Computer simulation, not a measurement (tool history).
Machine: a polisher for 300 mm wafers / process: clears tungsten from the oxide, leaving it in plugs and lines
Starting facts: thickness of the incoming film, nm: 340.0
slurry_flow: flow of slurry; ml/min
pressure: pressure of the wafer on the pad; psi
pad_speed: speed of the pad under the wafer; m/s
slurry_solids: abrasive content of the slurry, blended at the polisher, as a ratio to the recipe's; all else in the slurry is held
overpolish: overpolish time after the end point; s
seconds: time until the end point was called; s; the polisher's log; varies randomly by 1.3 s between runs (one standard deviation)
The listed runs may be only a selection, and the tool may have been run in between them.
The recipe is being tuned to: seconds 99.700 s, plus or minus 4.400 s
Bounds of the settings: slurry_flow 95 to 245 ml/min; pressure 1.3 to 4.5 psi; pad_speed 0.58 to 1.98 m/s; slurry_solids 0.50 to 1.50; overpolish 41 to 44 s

| run | hour | slurry_flow | pressure | pad_speed | slurry_solids | overpolish | seconds |
|---|---|---|---|---|---|---|---|
| 1 | 0.0 | 155 | 2.9 | 1.28 | 1.00 | 41 | 74.156 |
| 2 | 4.5 | 155 | 2.9 | 1.02 | 1.00 | 41 | 92.039 |
| 3 | 11.1 | 155 | 2.9 | 1.12 | 1.00 | 41 | 85.009 |
| 4 | 15.5 | 175 | 2.9 | 1.12 | 1.00 | 41 | 82.538 |
| 5 | 19.7 | 175 | 2.9 | 1.12 | 1.00 | 41 | 81.895 |
| 6 | 24.0 | 170 | 2.8 | 1.12 | 1.00 | 41 | 86.699 |
| 7 | 30.2 | 165 | 2.7 | 1.12 | 1.00 | 41 | 90.946 |
| 8 | 31.1 | 160 | 2.7 | 1.12 | 1.00 | 41 | 91.961 |
| 9 | 32.5 | 155 | 2.7 | 1.12 | 1.00 | 41 | 92.230 |
| 10 | 35.0 | 150 | 2.7 | 1.12 | 1.00 | 41 | 91.136 |
| 11 | 36.4 | 150 | 2.6 | 1.12 | 1.00 | 41 | 94.710 |

Pick the move, out of 4, that brings all results within their allowed miss; only one does.
| A | 37.8 | 125 | 2.7 | 1.26 | 0.95 | 41 | ? |
| B | 37.8 | 165 | 2.0 | 1.18 | 1.00 | 42 | ? |
| C | 37.8 | 150 | 2.7 | 1.16 | 1.00 | 41 | ? |
| D | 37.8 | 145 | 2.1 | 1.34 | 1.05 | 41 | ? |

| move | seconds |
|---|---|
| A | 86.652 |
| B | 114.400 |
| C | 88.542 |
| D | 98.231 |
A: lands further from the targets than the last run did
B: pushes the last run's worst result past its target
C: lands further from the targets than the last run did
D: all results land within tolerance of their targets
D is the move that brings every result within its allowed miss.
